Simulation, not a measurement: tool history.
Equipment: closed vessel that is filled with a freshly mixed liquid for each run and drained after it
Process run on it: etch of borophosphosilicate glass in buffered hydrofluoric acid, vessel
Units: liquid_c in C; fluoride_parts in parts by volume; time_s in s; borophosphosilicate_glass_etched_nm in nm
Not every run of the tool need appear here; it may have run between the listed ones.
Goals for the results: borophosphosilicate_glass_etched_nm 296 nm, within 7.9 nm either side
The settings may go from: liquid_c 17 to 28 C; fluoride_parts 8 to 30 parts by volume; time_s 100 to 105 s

run,hour,liquid_c,fluoride_parts,time_s,borophosphosilicate_glass_etched_nm
1,0,20,21.5,100,135.59
2,1.4,20,25.5,100,120.82
3,6,21,23.5,100,135.18
4,8.2,21,26,100,124.24
5,10.4,22,24,100,140.8
6,13.8,22,28.5,100,124.48
7,20.1,26,21.5,100,188.17
8,27.4,26,20,100,196.79
9,28.7,26,19,100,208.66
10,30.8,26,18,100,222.56
11,38.4,26,18,100,221.39
12,40.1,26,17.5,100,226.27
13,46.3,26,17,100,232.24
14,50.5,28,13,100,339.52
15,56.7,27.5,13,100,326.06
16,61.5,26.5,13,100,313.93

Which single option among these 5 for the next run brings every result within its allowed miss of target? Just one does.
A,66.3,24.5,13,100,?
B,66.3,24.5,12,105,?
C,66.3,28,14,100,?
D,66.3,27,14,100,?
E,66.3,26,12.5,100,?

move,borophosphosilicate_glass_etched_nm
A,282.26
B,320.66
C,316.2
D,299.91
E,317.92
A: takes the result that was furthest off past its target
B: lands further from the targets than the last run did
C: lands further from the targets than the last run did
D: every result lands within tolerance
E: lands further from the targets than the last run did
The move that meets every target is D.

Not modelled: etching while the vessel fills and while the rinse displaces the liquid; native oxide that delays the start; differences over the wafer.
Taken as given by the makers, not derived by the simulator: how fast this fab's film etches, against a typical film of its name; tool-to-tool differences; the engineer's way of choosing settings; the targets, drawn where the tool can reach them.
